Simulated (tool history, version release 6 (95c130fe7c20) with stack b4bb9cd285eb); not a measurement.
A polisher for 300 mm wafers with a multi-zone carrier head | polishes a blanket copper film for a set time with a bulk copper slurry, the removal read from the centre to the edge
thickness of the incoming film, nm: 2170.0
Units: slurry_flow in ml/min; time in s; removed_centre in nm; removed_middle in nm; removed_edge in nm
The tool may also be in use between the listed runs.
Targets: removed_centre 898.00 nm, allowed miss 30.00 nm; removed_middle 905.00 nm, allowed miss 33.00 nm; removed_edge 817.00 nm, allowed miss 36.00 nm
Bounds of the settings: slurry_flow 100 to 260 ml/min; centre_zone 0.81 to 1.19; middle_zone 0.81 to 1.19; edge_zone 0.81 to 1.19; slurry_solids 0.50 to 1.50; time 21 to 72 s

Run 1, day 0.000: slurry_flow 165 ml/min, centre_zone 1.00, middle_zone 1.00, edge_zone 1.00, slurry_solids 1.00, time 46 s. Result: removed_centre 515.73 nm, removed_middle 528.39 nm, removed_edge 501.93 nm.
Run 2, day 0.208: slurry_flow 145 ml/min, centre_zone 1.00, middle_zone 1.00, edge_zone 1.00, slurry_solids 1.00, time 46 s. Result: removed_centre 495.35 nm, removed_middle 518.62 nm, removed_edge 491.86 nm.
Run 3, day 0.567: slurry_flow 145 ml/min, centre_zone 0.93, middle_zone 1.00, edge_zone 1.00, slurry_solids 1.00, time 46 s. Result: removed_centre 458.28 nm, removed_middle 517.47 nm, removed_edge 501.28 nm.
Run 4, day 0.633: slurry_flow 145 ml/min, centre_zone 0.99, middle_zone 1.00, edge_zone 1.00, slurry_solids 1.00, time 46 s. Result: removed_centre 498.41 nm, removed_middle 531.00 nm, removed_edge 490.22 nm.
Run 5, day 0.962: slurry_flow 165 ml/min, centre_zone 1.02, middle_zone 1.03, edge_zone 1.04, slurry_solids 1.15, time 50 s. Result: removed_centre 587.34 nm, removed_middle 620.22 nm, removed_edge 584.51 nm.
Run 6, day 0.988: slurry_flow 165 ml/min, centre_zone 1.02, middle_zone 1.03, edge_zone 1.04, slurry_solids 1.25, time 50 s. Result: removed_centre 597.87 nm, removed_middle 622.01 nm, removed_edge 595.31 nm.
Run 7, day 1.338: slurry_flow 180 ml/min, centre_zone 1.06, middle_zone 1.07, edge_zone 1.07, slurry_solids 1.30, time 52 s. Result: removed_centre 674.24 nm, removed_middle 695.03 nm, removed_edge 648.86 nm.
Run 8, day 1.679: slurry_flow 190 ml/min, centre_zone 1.08, middle_zone 1.10, edge_zone 1.09, slurry_solids 1.35, time 53 s. Result: removed_centre 706.58 nm, removed_middle 740.93 nm, removed_edge 670.85 nm.
Run 9, day 1.742: slurry_flow 200 ml/min, centre_zone 1.10, middle_zone 1.11, edge_zone 1.11, slurry_solids 1.40, time 55 s. Result: removed_centre 756.93 nm, removed_middle 788.71 nm, removed_edge 713.91 nm.
Run 10, day 1.838: slurry_flow 205 ml/min, centre_zone 1.12, middle_zone 1.12, edge_zone 1.12, slurry_solids 1.45, time 56 s. Result: removed_centre 791.31 nm, removed_middle 801.27 nm, removed_edge 729.84 nm.
Run 11, day 2.025: slurry_flow 210 ml/min, centre_zone 1.13, middle_zone 1.13, edge_zone 1.13, slurry_solids 1.45, time 57 s. Result: removed_centre 827.48 nm, removed_middle 838.53 nm, removed_edge 758.80 nm.
Run 12, day 2.346: slurry_flow 215 ml/min, centre_zone 1.14, middle_zone 1.14, edge_zone 1.14, slurry_solids 1.45, time 57 s. Result: removed_centre 857.12 nm, removed_middle 850.19 nm, removed_edge 767.30 nm.
Run 13, day 2.438: slurry_flow 220 ml/min, centre_zone 1.14, middle_zone 1.15, edge_zone 1.15, slurry_solids 1.45, time 57 s. Result: removed_centre 849.71 nm, removed_middle 854.62 nm, removed_edge 769.76 nm.
Run 14, day 2.775: slurry_flow 225 ml/min, centre_zone 1.14, middle_zone 1.16, edge_zone 1.16, slurry_solids 1.45, time 57 s. Result: removed_centre 844.22 nm, removed_middle 848.20 nm, removed_edge 788.09 nm.
At day 3.112: worn pad replaced by a new one.
Run 15, day 3.112: slurry_flow 225 ml/min, centre_zone 1.14, middle_zone 1.16, edge_zone 1.16, slurry_solids 1.45, time 57 s. Result: removed_centre 934.62 nm, removed_middle 964.94 nm, removed_edge 862.42 nm.
Run 16, day 3.362: slurry_flow 220 ml/min, centre_zone 1.14, middle_zone 1.16, edge_zone 1.16, slurry_solids 1.45, time 57 s. Result: removed_centre 932.21 nm, removed_middle 949.61 nm, removed_edge 859.59 nm.
Run 17, day 3.675: slurry_flow 225 ml/min, centre_zone 1.14, middle_zone 1.16, edge_zone 1.16, slurry_solids 1.45, time 57 s. Result: removed_centre 943.26 nm, removed_middle 948.93 nm, removed_edge 849.79 nm.
Run 18, day 3.758: slurry_flow 220 ml/min, centre_zone 1.14, middle_zone 1.16, edge_zone 1.16, slurry_solids 1.45, time 57 s. Result: removed_centre 948.09 nm, removed_middle 949.74 nm, removed_edge 856.10 nm.
Run 19, day 3.858: slurry_flow 225 ml/min, centre_zone 1.14, middle_zone 1.16, edge_zone 1.16, slurry_solids 1.45, time 57 s. Result: removed_centre 928.32 nm, removed_middle 962.23 nm, removed_edge 853.60 nm.
Run 20, day 4.038: slurry_flow 220 ml/min, centre_zone 1.14, middle_zone 1.16, edge_zone 1.16, slurry_solids 1.45, time 57 s. Result: removed_centre 944.51 nm, removed_middle 964.80 nm, removed_edge 849.80 nm.
Run 21, day 4.079: slurry_flow 225 ml/min, centre_zone 1.14, middle_zone 1.16, edge_zone 1.16, slurry_solids 1.45, time 57 s. Result: removed_centre 938.54 nm, removed_middle 958.78 nm, removed_edge 853.03 nm.

Which of these 5 next moves meets every target?
Run A, day 4.121: slurry_flow 225 ml/min, centre_zone 1.08, middle_zone 1.07, edge_zone 1.02, slurry_solids 1.15, time 62 s. Result: removed_centre ?, removed_middle ?, removed_edge ?.
Run B, day 4.121: slurry_flow 220 ml/min, centre_zone 1.06, middle_zone 0.99, edge_zone 1.19, slurry_solids 1.50, time 59 s. Result: removed_centre ?, removed_middle ?, removed_edge ?.
Run C, day 4.121: slurry_flow 205 ml/min, centre_zone 1.07, middle_zone 1.01, edge_zone 1.19, slurry_solids 1.50, time 61 s. Result: removed_centre ?, removed_middle ?, removed_edge ?.
Run D, day 4.121: slurry_flow 210 ml/min, centre_zone 1.09, middle_zone 1.16, edge_zone 1.17, slurry_solids 1.45, time 54 s. Result: removed_centre ?, removed_middle ?, removed_edge ?.
Run E, day 4.121: slurry_flow 225 ml/min, centre_zone 1.10, middle_zone 1.16, edge_zone 1.19, slurry_solids 1.35, time 54 s. Result: removed_centre ?, removed_middle ?, removed_edge ?.

move  removed_centre  removed_middle  removed_edge
   A          906.99          912.62        827.52
   B          905.02          869.42        912.21
   C          934.32          905.10        935.93
   D          839.33          896.92        814.40
   E          840.12          888.52        812.07
A: meets every target
B: takes the result that was furthest off past its target
C: brings the result that was furthest off to its target, and leaves another outside
D: brings the result that was furthest off to its target, and leaves another outside
E: brings the result that was furthest off to its target, and leaves another outside
The right move is A.
